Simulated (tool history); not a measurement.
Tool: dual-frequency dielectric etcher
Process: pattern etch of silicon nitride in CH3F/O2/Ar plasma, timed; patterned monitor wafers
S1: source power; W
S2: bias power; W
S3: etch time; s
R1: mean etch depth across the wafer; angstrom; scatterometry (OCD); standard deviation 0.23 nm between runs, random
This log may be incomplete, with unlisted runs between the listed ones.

run	hour	S1	S2	S3	R1
1	0	540	89	67	631.75
2	6.5	580	89	67	655.9
3	13.3	520	87	67	617.39
4	14.7	470	87	67	597.6
5	20.3	400	87	67	560.42
6	21.9	380	86	67	540.99
7	27.5	370	86	67	535

Estimate the outcome of run 8 from the log above:
8	32.2	360	86	67	?

R1: 530.53 angstrom

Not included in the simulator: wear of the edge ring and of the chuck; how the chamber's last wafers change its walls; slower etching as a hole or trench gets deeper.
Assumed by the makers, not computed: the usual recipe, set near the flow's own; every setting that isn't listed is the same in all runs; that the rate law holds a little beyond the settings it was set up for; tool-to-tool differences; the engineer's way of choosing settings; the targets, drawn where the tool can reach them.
